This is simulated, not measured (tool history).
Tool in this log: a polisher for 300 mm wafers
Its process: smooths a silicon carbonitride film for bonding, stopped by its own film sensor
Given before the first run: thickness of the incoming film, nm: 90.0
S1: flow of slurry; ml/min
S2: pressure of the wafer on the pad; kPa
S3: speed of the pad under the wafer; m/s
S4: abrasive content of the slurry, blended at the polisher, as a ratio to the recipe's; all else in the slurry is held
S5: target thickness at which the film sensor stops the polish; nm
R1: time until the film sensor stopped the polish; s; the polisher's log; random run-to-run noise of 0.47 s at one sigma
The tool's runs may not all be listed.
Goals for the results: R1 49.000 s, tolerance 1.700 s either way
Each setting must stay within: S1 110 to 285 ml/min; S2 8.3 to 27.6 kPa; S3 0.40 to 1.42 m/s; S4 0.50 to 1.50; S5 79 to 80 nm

run 1 hour=0.0 | S1=180 S2=17.9 S3=0.90 S4=1.00 S5=79 | R1=41.405
run 2 hour=2.6 | S1=205 S2=17.9 S3=0.90 S4=1.00 S5=79 | R1=40.615
run 3 hour=5.7 | S1=205 S2=17.9 S3=0.90 S4=0.85 S5=79 | R1=41.999
run 4 hour=8.9 | S1=200 S2=17.9 S3=0.90 S4=0.85 S5=79 | R1=42.917
run 5 hour=11.1 | S1=200 S2=17.9 S3=0.90 S4=0.85 S5=79 | R1=42.622
run 6 hour=14.6 | S1=200 S2=21.4 S3=0.90 S4=0.85 S5=79 | R1=35.657
run 7 hour=21.6 | S1=195 S2=20.7 S3=0.90 S4=0.85 S5=79 | R1=37.857
run 8 hour=26.6 | S1=190 S2=20.0 S3=0.90 S4=0.85 S5=79 | R1=38.408
run 9 hour=34.0 | S1=190 S2=19.3 S3=0.90 S4=0.85 S5=79 | R1=39.666
run 10 hour=39.2 | S1=190 S2=18.6 S3=0.90 S4=0.85 S5=79 | R1=41.434
run 11 hour=44.0 | S1=190 S2=17.9 S3=0.90 S4=0.85 S5=79 | R1=43.268
-- hour=50.1 slurry nozzle cleaned
run 12 hour=50.1 | S1=185 S2=17.9 S3=0.90 S4=0.85 S5=79 | R1=40.760
run 13 hour=57.7 | S1=190 S2=17.9 S3=0.90 S4=0.85 S5=79 | R1=39.737
run 14 hour=59.7 | S1=145 S2=14.5 S3=0.90 S4=0.85 S5=79 | R1=53.239
run 15 hour=63.1 | S1=150 S2=14.5 S3=0.90 S4=0.85 S5=79 | R1=51.013

Consider the 5 candidate settings below. Which is the only one whose results all fall within their allowed miss of target?
run A hour=66.5 | S1=150 S2=13.8 S3=0.90 S4=0.85 S5=80 | R1=?
run B hour=66.5 | S1=135 S2=14.5 S3=0.96 S4=0.60 S5=80 | R1=?
run C hour=66.5 | S1=115 S2=20.0 S3=0.50 S4=1.00 S5=80 | R1=?
run D hour=66.5 | S1=115 S2=14.5 S3=0.90 S4=0.80 S5=79 | R1=?
run E hour=66.5 | S1=140 S2=13.8 S3=0.84 S4=0.95 S5=79 | R1=?

move=A R1=48.476
move=B R1=51.129
move=C R1=54.322
move=D R1=55.344
move=E R1=54.896
A: all results land within tolerance of their targets
B: the biggest miss grows against the last run
C: the biggest miss grows against the last run
D: the biggest miss grows against the last run
E: the biggest miss grows against the last run
The right move is A.
